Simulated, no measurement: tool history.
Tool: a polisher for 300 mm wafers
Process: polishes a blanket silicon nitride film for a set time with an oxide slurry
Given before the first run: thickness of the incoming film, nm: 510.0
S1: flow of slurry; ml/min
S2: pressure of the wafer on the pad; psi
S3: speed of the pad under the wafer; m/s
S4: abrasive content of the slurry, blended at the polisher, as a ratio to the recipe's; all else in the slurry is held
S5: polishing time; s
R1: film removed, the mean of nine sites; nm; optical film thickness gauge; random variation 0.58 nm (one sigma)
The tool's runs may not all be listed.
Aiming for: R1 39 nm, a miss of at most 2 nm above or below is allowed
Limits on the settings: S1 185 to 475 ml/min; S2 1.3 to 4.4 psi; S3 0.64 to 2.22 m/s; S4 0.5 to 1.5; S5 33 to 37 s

Run 1, hour 0: S1 305 ml/min, S2 2.8 psi, S3 1.42 m/s, S4 1, S5 37 s. Result: R1 17.364 nm.
Run 2, hour 2.5: S1 305 ml/min, S2 3.3 psi, S3 1.56 m/s, S4 1, S5 37 s. Result: R1 22.107 nm.
Run 3, hour 6: S1 250 ml/min, S2 3.3 psi, S3 1.56 m/s, S4 1, S5 37 s. Result: R1 21.33 nm.
Run 4, hour 11: S1 250 ml/min, S2 3.3 psi, S3 1.56 m/s, S4 1, S5 33 s. Result: R1 19.18 nm.
Run 5, hour 15.6: S1 275 ml/min, S2 3.7 psi, S3 1.7 m/s, S4 1, S5 33 s. Result: R1 23.012 nm.
Run 6, hour 23.8: S1 275 ml/min, S2 3.7 psi, S3 1.7 m/s, S4 1.1, S5 33 s. Result: R1 23.88 nm.
Run 7, hour 30.2: S1 275 ml/min, S2 4.4 psi, S3 2.1 m/s, S4 1.15, S5 34 s. Result: R1 35.516 nm.
Run 8, hour 35: S1 275 ml/min, S2 4.4 psi, S3 2.22 m/s, S4 1.25, S5 36 s. Result: R1 41.012 nm.

Which of these 4 next moves meets every target?
Run A, hour 39.8: S1 245 ml/min, S2 4.4 psi, S3 2.22 m/s, S4 1.35, S5 37 s. Result: R1 ?.
Run B, hour 39.8: S1 365 ml/min, S2 4 psi, S3 2.16 m/s, S4 1.25, S5 37 s. Result: R1 ?.
Run C, hour 39.8: S1 275 ml/min, S2 4 psi, S3 2.16 m/s, S4 1.15, S5 36 s. Result: R1 ?.
Run D, hour 39.8: S1 325 ml/min, S2 3.7 psi, S3 2.2 m/s, S4 1.2, S5 35 s. Result: R1 ?.

move      R1
   A  43.421
   B  38.779
   C  35.167
   D  33.417
A: the biggest miss grows against the last run
B: every result within its allowed miss
C: moves the result that the last run missed by most past its target, out the other side
D: moves the result that the last run missed by most past its target, out the other side
The right move is B.

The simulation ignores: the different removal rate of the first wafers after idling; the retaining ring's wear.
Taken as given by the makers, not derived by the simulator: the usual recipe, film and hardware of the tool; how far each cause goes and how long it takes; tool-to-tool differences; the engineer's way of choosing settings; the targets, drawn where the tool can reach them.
